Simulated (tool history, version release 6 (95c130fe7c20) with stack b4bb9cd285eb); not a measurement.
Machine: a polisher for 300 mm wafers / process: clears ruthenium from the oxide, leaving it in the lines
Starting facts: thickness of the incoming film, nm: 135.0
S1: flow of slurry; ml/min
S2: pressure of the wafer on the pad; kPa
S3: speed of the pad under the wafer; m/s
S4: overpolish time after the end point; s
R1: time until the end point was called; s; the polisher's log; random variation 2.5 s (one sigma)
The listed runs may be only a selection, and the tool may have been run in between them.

Run 1, hour 0: S1 170 ml/min, S2 15.9 kPa, S3 1.1 m/s, S4 29 s. Result: R1 82.615 s.
Run 2, hour 2.4: S1 170 ml/min, S2 13.1 kPa, S3 1.1 m/s, S4 29 s. Result: R1 97.882 s.
Run 3, hour 5.8: S1 170 ml/min, S2 15.9 kPa, S3 1.1 m/s, S4 29 s. Result: R1 83.047 s.
Run 4, hour 13.6: S1 170 ml/min, S2 15.9 kPa, S3 0.9 m/s, S4 29 s. Result: R1 99.067 s.
Run 5, hour 20: S1 170 ml/min, S2 14.5 kPa, S3 0.88 m/s, S4 29 s. Result: R1 111.73 s.
Run 6, hour 25.1: S1 170 ml/min, S2 14.5 kPa, S3 1.12 m/s, S4 29 s. Result: R1 85.964 s.
Run 7, hour 26.8: S1 170 ml/min, S2 12.4 kPa, S3 1.1 m/s, S4 29 s. Result: R1 99 s.
Run 8, hour 29.3: S1 170 ml/min, S2 11 kPa, S3 1.06 m/s, S4 29 s. Result: R1 117.34 s.

Estimate the outcome of run 9 from the log above:
Run 9, hour 32: S1 170 ml/min, S2 10.3 kPa, S3 1.06 m/s, S4 29 s. Result: R1 ?.

R1: 126.46 s

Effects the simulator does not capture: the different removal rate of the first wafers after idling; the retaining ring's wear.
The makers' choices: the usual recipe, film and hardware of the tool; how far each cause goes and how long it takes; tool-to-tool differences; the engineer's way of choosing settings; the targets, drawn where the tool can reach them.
